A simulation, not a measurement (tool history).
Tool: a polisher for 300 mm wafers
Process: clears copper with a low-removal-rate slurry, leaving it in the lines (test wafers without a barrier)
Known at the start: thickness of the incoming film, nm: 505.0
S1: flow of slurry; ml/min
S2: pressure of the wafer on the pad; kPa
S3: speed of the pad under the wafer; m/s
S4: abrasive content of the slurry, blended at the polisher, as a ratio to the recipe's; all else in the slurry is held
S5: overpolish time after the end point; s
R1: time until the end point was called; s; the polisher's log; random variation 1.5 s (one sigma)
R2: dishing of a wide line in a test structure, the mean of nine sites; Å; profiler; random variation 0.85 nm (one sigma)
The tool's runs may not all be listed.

{"run": 1, "hour": 0.0, "S1": 175, "S2": 21.4, "S3": 0.98, "S4": 1, "S5": 25, "R1": 163.88, "R2": 503.52}
{"run": 2, "hour": 5.2, "S1": 175, "S2": 21.4, "S3": 1.18, "S4": 1, "S5": 25, "R1": 144.2, "R2": 549.92}
{"run": 3, "hour": 13.8, "S1": 175, "S2": 21.4, "S3": 1.32, "S4": 1, "S5": 25, "R1": 134.98, "R2": 566.09}
{"run": 4, "hour": 15.7, "S1": 175, "S2": 21.4, "S3": 1.32, "S4": 1, "S5": 15, "R1": 132.06, "R2": 388.71}
{"run": 5, "hour": 22.1, "S1": 175, "S2": 21.4, "S3": 1.48, "S4": 1, "S5": 15, "R1": 125.13, "R2": 426.22}
{"run": 6, "hour": 25.7, "S1": 170, "S2": 20.7, "S3": 1.48, "S4": 1, "S5": 15, "R1": 126.95, "R2": 415.07}
{"run": 7, "hour": 31.7, "S1": 170, "S2": 20, "S3": 1.48, "S4": 1, "S5": 15, "R1": 133.49, "R2": 401.44}

The next listed run, before its measurement:
{"run": 8, "hour": 37.7, "S1": 165, "S2": 19.3, "S3": 1.48, "S4": 1, "S5": 15, "R1": "?", "R2": "?"}

{"run 8": {"R1": 134.61, "R2": 408.63}}

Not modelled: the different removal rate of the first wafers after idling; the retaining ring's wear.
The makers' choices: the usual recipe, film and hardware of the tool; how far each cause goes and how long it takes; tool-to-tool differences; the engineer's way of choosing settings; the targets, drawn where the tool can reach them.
